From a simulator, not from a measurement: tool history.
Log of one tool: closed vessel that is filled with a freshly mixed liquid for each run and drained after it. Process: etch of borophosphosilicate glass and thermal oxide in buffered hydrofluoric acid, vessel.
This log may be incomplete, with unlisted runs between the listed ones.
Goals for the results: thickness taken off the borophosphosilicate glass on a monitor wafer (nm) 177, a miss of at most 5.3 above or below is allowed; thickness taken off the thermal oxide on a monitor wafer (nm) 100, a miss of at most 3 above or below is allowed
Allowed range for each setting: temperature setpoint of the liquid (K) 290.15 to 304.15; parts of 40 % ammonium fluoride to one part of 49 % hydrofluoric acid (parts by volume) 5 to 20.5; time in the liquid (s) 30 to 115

run	hour	temperature setpoint of the liquid (K)	parts of 40 % ammonium fluoride to one part of 49 % hydrofluoric acid (parts by volume)	time in the liquid (s)	thickness taken off the borophosphosilicate glass on a monitor wafer (nm)	thickness taken off the thermal oxide on a monitor wafer (nm)
1	0	296.15	12.5	60	99.217	56.136
2	7.7	293.15	12.5	60	84.983	46.983
3	8.5	291.15	12.5	60	75.961	42.627
4	14.8	293.65	12	60	89.661	51.769
# hour 21.4: hydrofluoric acid flow meter replaced
5	21.4	295.65	12	60	92.291	53.385
6	29.9	295.65	12	70	109.64	61.289
7	36.5	295.65	12	70	109.46	61.429
8	41.4	297.15	11.5	70	125.77	70.317
9	43.7	301.15	11.5	70	151.73	86.478
10	50.5	301.65	11.5	70	155.39	88.552

Which of these 4 next moves meets every target?
A	57.3	302.65	13.5	80	?	?
B	57.3	298.15	7	65	?	?
C	57.3	301.15	11.5	80	?	?
D	57.3	302.65	10	70	?	?

move	thickness taken off the borophosphosilicate glass on a monitor wafer (nm)	thickness taken off the thermal oxide on a monitor wafer (nm)
A	161.54	91.627
B	195.52	110.02
C	174.78	98.986
D	189.7	107.42
A: better than the last run, though not everything is in spec
B: takes the biggest miss from the last run beyond its target
C: meets every target
D: takes the biggest miss from the last run beyond its target
Answer: C
